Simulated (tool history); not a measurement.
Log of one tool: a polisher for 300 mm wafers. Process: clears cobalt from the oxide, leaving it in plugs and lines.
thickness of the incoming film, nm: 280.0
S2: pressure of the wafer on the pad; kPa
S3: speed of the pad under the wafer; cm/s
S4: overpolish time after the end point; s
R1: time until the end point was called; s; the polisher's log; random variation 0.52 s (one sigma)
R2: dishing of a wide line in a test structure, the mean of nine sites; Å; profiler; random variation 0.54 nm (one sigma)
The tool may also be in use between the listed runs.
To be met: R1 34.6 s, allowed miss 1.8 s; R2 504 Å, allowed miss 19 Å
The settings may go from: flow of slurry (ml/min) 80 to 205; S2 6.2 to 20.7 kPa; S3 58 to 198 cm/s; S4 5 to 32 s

{"run": 1, "day": 0.0, "flow of slurry (ml/min)": 135, "S2": 13.1, "S3": 128, "S4": 16, "R1": 54.202, "R2": 489.16}
{"run": 2, "day": 0.325, "flow of slurry (ml/min)": 160, "S2": 13.1, "S3": 128, "S4": 16, "R1": 52.361, "R2": 500.29}
{"run": 3, "day": 0.583, "flow of slurry (ml/min)": 160, "S2": 14.5, "S3": 128, "S4": 14, "R1": 46.651, "R2": 488.61}
{"run": 4, "day": 0.717, "flow of slurry (ml/min)": 145, "S2": 14.5, "S3": 128, "S4": 14, "R1": 47.678, "R2": 491.95}
{"run": 5, "day": 1.058, "flow of slurry (ml/min)": 125, "S2": 14.5, "S3": 128, "S4": 14, "R1": 49.13, "R2": 479.86}
{"run": 6, "day": 1.254, "flow of slurry (ml/min)": 140, "S2": 14.5, "S3": 128, "S4": 14, "R1": 47.796, "R2": 477.57}
{"run": 7, "day": 1.383, "flow of slurry (ml/min)": 140, "S2": 15.2, "S3": 128, "S4": 14, "R1": 45.809, "R2": 497.3}
{"run": 8, "day": 1.446, "flow of slurry (ml/min)": 145, "S2": 15.9, "S3": 128, "S4": 13, "R1": 43.788, "R2": 484.89}
{"run": 9, "day": 1.488, "flow of slurry (ml/min)": 145, "S2": 16.5, "S3": 128, "S4": 13, "R1": 43.551, "R2": 501.57}
{"run": 10, "day": 1.796, "flow of slurry (ml/min)": 145, "S2": 17.2, "S3": 130, "S4": 12, "R1": 39.905, "R2": 495.65}
{"run": 11, "day": 1.821, "flow of slurry (ml/min)": 145, "S2": 17.9, "S3": 130, "S4": 12, "R1": 39.278, "R2": 501.37}
{"run": 12, "day": 1.858, "flow of slurry (ml/min)": 145, "S2": 18.6, "S3": 130, "S4": 12, "R1": 37.107, "R2": 512.66}
{"day": 2.2, "done": "worn pad replaced by a new one"}
{"run": 13, "day": 2.2, "flow of slurry (ml/min)": 145, "S2": 19.3, "S3": 130, "S4": 11, "R1": 32.44, "R2": 512.76}

5 next moves are on the table. One of them brings every result within its allowed miss. Which?
{"run": "A", "day": 2.542, "flow of slurry (ml/min)": 145, "S2": 17.9, "S3": 132, "S4": 14, "R1": "?", "R2": "?"}
{"run": "B", "day": 2.542, "flow of slurry (ml/min)": 125, "S2": 19.3, "S3": 142, "S4": 11, "R1": "?", "R2": "?"}
{"run": "C", "day": 2.542, "flow of slurry (ml/min)": 150, "S2": 20.7, "S3": 122, "S4": 10, "R1": "?", "R2": "?"}
{"run": "D", "day": 2.542, "flow of slurry (ml/min)": 140, "S2": 19.3, "S3": 124, "S4": 11, "R1": "?", "R2": "?"}
{"run": "E", "day": 2.542, "flow of slurry (ml/min)": 120, "S2": 18.6, "S3": 134, "S4": 16, "R1": "?", "R2": "?"}

move=A R1=34.485 R2=555.29
move=B R1=30.745 R2=533.44
move=C R1=32.162 R2=506.95
move=D R1=34.298 R2=513.24
move=E R1=33.999 R2=576.47
A: brings the result that was furthest off to its target, and leaves another outside
B: further off than the last run
C: further off than the last run
D: meets every target
E: brings the result that was furthest off to its target, and leaves another outside
The right move is D.

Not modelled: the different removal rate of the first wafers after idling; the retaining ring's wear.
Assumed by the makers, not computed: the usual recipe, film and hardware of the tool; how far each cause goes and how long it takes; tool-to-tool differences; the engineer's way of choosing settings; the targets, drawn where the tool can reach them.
